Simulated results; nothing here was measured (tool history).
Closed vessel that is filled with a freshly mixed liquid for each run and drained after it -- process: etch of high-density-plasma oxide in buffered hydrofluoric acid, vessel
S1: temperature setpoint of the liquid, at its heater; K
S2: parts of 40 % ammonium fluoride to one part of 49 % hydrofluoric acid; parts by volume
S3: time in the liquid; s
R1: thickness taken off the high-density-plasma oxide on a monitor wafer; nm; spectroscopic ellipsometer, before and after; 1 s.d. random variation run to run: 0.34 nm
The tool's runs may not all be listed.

Run 1, day 0: S1 297.15 K, S2 22.5 parts by volume, S3 30 s. Result: R1 32.366 nm.
Run 2, day 0.3: S1 297.15 K, S2 18.5 parts by volume, S3 30 s. Result: R1 37.353 nm.
Run 3, day 0.596: S1 294.65 K, S2 18.5 parts by volume, S3 30 s. Result: R1 32.199 nm.
Run 4, day 0.838: S1 296.65 K, S2 18.5 parts by volume, S3 30 s. Result: R1 36.649 nm.
Run 5, day 1.188: S1 296.65 K, S2 12.5 parts by volume, S3 30 s. Result: R1 54.294 nm.
Run 6, day 1.5: S1 295.65 K, S2 12.5 parts by volume, S3 30 s. Result: R1 50.564 nm.

What will run 7 give?
Run 7, day 1.792: S1 295.15 K, S2 12.5 parts by volume, S3 30 s. Result: R1 ?.

R1: 48.86 nm
